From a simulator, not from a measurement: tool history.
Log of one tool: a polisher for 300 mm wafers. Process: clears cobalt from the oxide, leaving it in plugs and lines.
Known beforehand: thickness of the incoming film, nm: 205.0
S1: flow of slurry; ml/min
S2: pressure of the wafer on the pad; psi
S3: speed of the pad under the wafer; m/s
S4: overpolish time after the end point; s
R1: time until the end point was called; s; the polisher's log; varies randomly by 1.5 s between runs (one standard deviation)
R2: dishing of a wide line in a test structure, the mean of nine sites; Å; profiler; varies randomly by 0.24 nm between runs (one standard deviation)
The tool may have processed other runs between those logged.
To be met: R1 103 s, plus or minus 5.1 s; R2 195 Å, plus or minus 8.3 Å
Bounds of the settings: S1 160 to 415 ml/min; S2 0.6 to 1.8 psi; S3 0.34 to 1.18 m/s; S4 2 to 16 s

| run | day | S1 | S2 | S3 | S4 | R1 | R2 |
|---|---|---|---|---|---|---|---|
| 1 | 0 | 265 | 1.2 | 0.76 | 8 | 81.97 | 151.08 |
| 2 | 0.1 | 265 | 1.1 | 0.76 | 9 | 88.179 | 156.79 |
| 3 | 0.338 | 265 | 1 | 0.76 | 10 | 97.656 | 159.09 |
| 4 | 0.542 | 265 | 1 | 0.76 | 11 | 97.198 | 172.75 |
| 5 | 0.604 | 265 | 1 | 0.76 | 12 | 94.979 | 183.16 |
| 6 | 0.729 | 265 | 0.8 | 0.76 | 12 | 118.78 | 153.53 |
| 7 | 0.833 | 265 | 0.9 | 0.76 | 13 | 108.58 | 180.4 |
| 8 | 1.083 | 265 | 1 | 0.76 | 13 | 95.73 | 191.55 |
| 9 | 1.404 | 265 | 1 | 0.76 | 13 | 96.254 | 187.29 |

Which one of the following 5 next-run settings gets every result inside its allowed miss? There is exactly one.
| A | 1.725 | 265 | 1.1 | 0.7 | 11 | ? | ? |
| B | 1.725 | 335 | 1.1 | 0.64 | 14 | ? | ? |
| C | 1.725 | 270 | 1.1 | 0.66 | 16 | ? | ? |
| D | 1.725 | 275 | 1.1 | 0.74 | 12 | ? | ? |
| E | 1.725 | 340 | 0.9 | 0.92 | 10 | ? | ? |

| move | R1 | R2 |
|---|---|---|
| A | 96.587 | 169.36 |
| B | 103.63 | 192.8 |
| C | 102.1 | 214.34 |
| D | 91.283 | 188.67 |
| E | 87.983 | 168.98 |
A: moves away from the targets compared with the last run
B: each result inside its tolerance
C: the worst result of the last run now meets its target, but another is out of spec
D: moves away from the targets compared with the last run
E: moves away from the targets compared with the last run
Go with B: it meets all targets.
